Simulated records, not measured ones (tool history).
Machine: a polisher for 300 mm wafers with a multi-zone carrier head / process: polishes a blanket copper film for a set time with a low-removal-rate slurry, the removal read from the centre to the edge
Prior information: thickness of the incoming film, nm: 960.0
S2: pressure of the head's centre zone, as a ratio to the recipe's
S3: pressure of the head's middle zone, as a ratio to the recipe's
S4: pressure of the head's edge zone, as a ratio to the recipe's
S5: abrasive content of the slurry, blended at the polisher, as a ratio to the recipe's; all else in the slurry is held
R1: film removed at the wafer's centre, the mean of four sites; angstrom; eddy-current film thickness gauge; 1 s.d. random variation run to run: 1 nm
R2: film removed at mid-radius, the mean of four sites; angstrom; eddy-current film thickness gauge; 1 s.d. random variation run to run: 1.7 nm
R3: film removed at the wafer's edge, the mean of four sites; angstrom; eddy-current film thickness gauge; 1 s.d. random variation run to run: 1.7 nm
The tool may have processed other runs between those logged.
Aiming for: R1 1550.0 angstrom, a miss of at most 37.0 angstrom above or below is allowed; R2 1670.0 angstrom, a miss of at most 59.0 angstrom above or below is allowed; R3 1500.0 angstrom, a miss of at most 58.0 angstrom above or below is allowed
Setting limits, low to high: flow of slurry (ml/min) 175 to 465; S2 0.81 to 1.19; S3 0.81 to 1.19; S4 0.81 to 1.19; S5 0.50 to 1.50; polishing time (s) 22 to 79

{"run": 1, "hour": 0.0, "flow of slurry (ml/min)": 295, "S2": 1.0, "S3": 1.0, "S4": 1.0, "S5": 1.0, "polishing time (s)": 50, "R1": 1402.2, "R2": 1381.5, "R3": 1419.2}
{"run": 2, "hour": 2.3, "flow of slurry (ml/min)": 295, "S2": 1.0, "S3": 1.0, "S4": 1.0, "S5": 1.0, "polishing time (s)": 58, "R1": 1636.9, "R2": 1598.5, "R3": 1636.9}
{"run": 3, "hour": 5.1, "flow of slurry (ml/min)": 295, "S2": 1.0, "S3": 1.0, "S4": 0.94, "S5": 1.0, "polishing time (s)": 58, "R1": 1629.5, "R2": 1593.6, "R3": 1613.9}
{"run": 4, "hour": 7.0, "flow of slurry (ml/min)": 295, "S2": 1.0, "S3": 1.0, "S4": 0.87, "S5": 1.0, "polishing time (s)": 58, "R1": 1652.7, "R2": 1628.3, "R3": 1556.1}
{"run": 5, "hour": 11.4, "flow of slurry (ml/min)": 295, "S2": 1.0, "S3": 1.0, "S4": 0.87, "S5": 0.8, "polishing time (s)": 58, "R1": 1585.1, "R2": 1552.0, "R3": 1473.2}
{"run": 6, "hour": 14.5, "flow of slurry (ml/min)": 295, "S2": 0.99, "S3": 1.01, "S4": 0.87, "S5": 0.8, "polishing time (s)": 58, "R1": 1570.7, "R2": 1557.7, "R3": 1482.7}
{"run": 7, "hour": 19.3, "flow of slurry (ml/min)": 295, "S2": 0.99, "S3": 1.02, "S4": 0.87, "S5": 0.8, "polishing time (s)": 58, "R1": 1573.6, "R2": 1582.3, "R3": 1500.3}
{"run": 8, "hour": 21.1, "flow of slurry (ml/min)": 295, "S2": 0.99, "S3": 1.03, "S4": 0.86, "S5": 0.8, "polishing time (s)": 58, "R1": 1549.1, "R2": 1570.5, "R3": 1473.4}

Which single option among these 5 for the next run brings every result within its allowed miss of target? Just one does.
{"run": "A", "hour": 22.9, "flow of slurry (ml/min)": 350, "S2": 1.0, "S3": 1.03, "S4": 0.81, "S5": 1.2, "polishing time (s)": 52, "R1": "?", "R2": "?", "R3": "?"}
{"run": "B", "hour": 22.9, "flow of slurry (ml/min)": 295, "S2": 1.02, "S3": 0.93, "S4": 0.86, "S5": 0.65, "polishing time (s)": 59, "R1": "?", "R2": "?", "R3": "?"}
{"run": "C", "hour": 22.9, "flow of slurry (ml/min)": 300, "S2": 0.96, "S3": 0.98, "S4": 0.85, "S5": 0.7, "polishing time (s)": 58, "R1": "?", "R2": "?", "R3": "?"}
{"run": "D", "hour": 22.9, "flow of slurry (ml/min)": 295, "S2": 0.94, "S3": 1.05, "S4": 0.82, "S5": 0.85, "polishing time (s)": 60, "R1": "?", "R2": "?", "R3": "?"}
{"run": "E", "hour": 22.9, "flow of slurry (ml/min)": 435, "S2": 1.02, "S3": 0.94, "S4": 0.98, "S5": 0.75, "polishing time (s)": 56, "R1": "?", "R2": "?", "R3": "?"}

move=A R1=1550.8 R2=1530.8 R3=1408.9
move=B R1=1595.9 R2=1423.8 R3=1474.2
move=C R1=1506.4 R2=1480.9 R3=1457.9
move=D R1=1572.9 R2=1669.5 R3=1524.8
move=E R1=1603.7 R2=1438.2 R3=1556.2
A: moves away from the targets compared with the last run
B: moves away from the targets compared with the last run
C: moves away from the targets compared with the last run
D: hits every target within its allowed miss
E: moves away from the targets compared with the last run
The right move is D.
